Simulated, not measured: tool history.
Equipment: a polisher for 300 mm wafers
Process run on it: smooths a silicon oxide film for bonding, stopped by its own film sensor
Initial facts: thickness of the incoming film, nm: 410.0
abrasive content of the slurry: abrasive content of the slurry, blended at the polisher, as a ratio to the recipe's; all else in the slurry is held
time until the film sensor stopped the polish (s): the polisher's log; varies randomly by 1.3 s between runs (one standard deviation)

run,hour,flow of slurry (ml/min),pressure of the wafer on the pad (kPa),speed of the pad under the wafer (cm/s),abrasive content of the slurry,target thickness at which the film sensor stops the polish (Å),time until the film sensor stopped the polish (s)
1,0,190,17.9,86,1,3720,47.3
2,5.2,190,17.9,100,1,3720,42.62
3,14,205,17.9,100,1,3720,42.718
4,17.7,185,17.9,100,1,3720,42.996
5,21.4,185,17.9,114,1,3720,39.66
6,27.5,185,17.9,114,1,3760,34.986
7,28.5,185,15.9,106,1,3760,42.688
8,36.8,185,14.5,100,1,3760,47.018

What does the tool deliver on the next run?
9,45,185,13.1,92,1,3760,?

time until the film sensor stopped the polish (s): 56.269
